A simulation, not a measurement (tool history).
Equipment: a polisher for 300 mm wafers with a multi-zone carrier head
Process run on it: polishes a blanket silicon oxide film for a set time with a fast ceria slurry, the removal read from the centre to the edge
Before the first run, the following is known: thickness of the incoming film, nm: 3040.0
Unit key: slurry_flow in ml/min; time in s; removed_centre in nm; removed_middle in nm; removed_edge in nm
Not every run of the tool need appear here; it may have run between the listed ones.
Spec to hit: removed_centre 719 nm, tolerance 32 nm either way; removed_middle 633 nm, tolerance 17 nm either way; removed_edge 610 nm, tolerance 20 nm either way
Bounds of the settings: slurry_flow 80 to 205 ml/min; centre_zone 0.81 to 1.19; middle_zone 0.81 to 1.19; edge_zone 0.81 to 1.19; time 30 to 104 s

{"run": 1, "hour": 0.0, "slurry_flow": 135, "centre_zone": 1, "middle_zone": 1, "edge_zone": 1, "time": 67, "removed_centre": 976.69, "removed_middle": 978.34, "removed_edge": 954.28}
{"run": 2, "hour": 0.6, "slurry_flow": 130, "centre_zone": 1.02, "middle_zone": 0.98, "edge_zone": 0.95, "time": 60, "removed_centre": 866.97, "removed_middle": 850.12, "removed_edge": 849.88}
{"run": 3, "hour": 2.3, "slurry_flow": 135, "centre_zone": 1.07, "middle_zone": 0.99, "edge_zone": 0.92, "time": 53, "removed_centre": 794.18, "removed_middle": 766, "removed_edge": 735.53}
{"run": 4, "hour": 5.6, "slurry_flow": 130, "centre_zone": 1.1, "middle_zone": 0.98, "edge_zone": 0.89, "time": 51, "removed_centre": 800.39, "removed_middle": 716.88, "removed_edge": 696.75}
{"hour": 12.2, "done": "worn pad replaced by a new one"}
{"run": 5, "hour": 12.2, "slurry_flow": 110, "centre_zone": 1.1, "middle_zone": 0.98, "edge_zone": 0.89, "time": 51, "removed_centre": 851.15, "removed_middle": 777.85, "removed_edge": 771.55}
{"run": 6, "hour": 14.3, "slurry_flow": 85, "centre_zone": 1.1, "middle_zone": 0.98, "edge_zone": 0.89, "time": 51, "removed_centre": 768.27, "removed_middle": 719.14, "removed_edge": 722.39}
{"run": 7, "hour": 15.4, "slurry_flow": 100, "centre_zone": 1.11, "middle_zone": 0.98, "edge_zone": 0.88, "time": 48, "removed_centre": 790.26, "removed_middle": 705.29, "removed_edge": 700.7}
{"run": 8, "hour": 20.0, "slurry_flow": 95, "centre_zone": 1.12, "middle_zone": 0.98, "edge_zone": 0.81, "time": 40, "removed_centre": 654.36, "removed_middle": 588.51, "removed_edge": 558.14}
{"run": 9, "hour": 24.6, "slurry_flow": 95, "centre_zone": 1.13, "middle_zone": 0.99, "edge_zone": 0.83, "time": 40, "removed_centre": 656.18, "removed_middle": 588.82, "removed_edge": 568.61}
{"run": 10, "hour": 25.6, "slurry_flow": 100, "centre_zone": 1.14, "middle_zone": 1, "edge_zone": 0.85, "time": 40, "removed_centre": 674.38, "removed_middle": 597.36, "removed_edge": 583.09}

Which of these 4 next moves meets every target?
{"run": "A", "hour": 26.6, "slurry_flow": 115, "centre_zone": 1.17, "middle_zone": 1.1, "edge_zone": 0.81, "time": 39, "removed_centre": "?", "removed_middle": "?", "removed_edge": "?"}
{"run": "B", "hour": 26.6, "slurry_flow": 120, "centre_zone": 1.11, "middle_zone": 0.83, "edge_zone": 0.94, "time": 41, "removed_centre": "?", "removed_middle": "?", "removed_edge": "?"}
{"run": "C", "hour": 26.6, "slurry_flow": 110, "centre_zone": 1.15, "middle_zone": 0.99, "edge_zone": 0.86, "time": 41, "removed_centre": "?", "removed_middle": "?", "removed_edge": "?"}
{"run": "D", "hour": 26.6, "slurry_flow": 120, "centre_zone": 1.1, "middle_zone": 1.05, "edge_zone": 0.81, "time": 38, "removed_centre": "?", "removed_middle": "?", "removed_edge": "?"}

move=A removed_centre=705.46 removed_middle=665.7 removed_edge=571.68
move=B removed_centre=711.03 removed_middle=566.33 removed_edge=650.02
move=C removed_centre=718.3 removed_middle=635.11 removed_edge=612.83
move=D removed_centre=653.98 removed_middle=631.84 removed_edge=561.69
A: the result that was furthest off in the last run now lies on the other side of its target
B: lands further from the targets than the last run did
C: all results land within tolerance of their targets
D: the worst result of the last run now meets its target, but another is out of spec
Move C is the one to make.
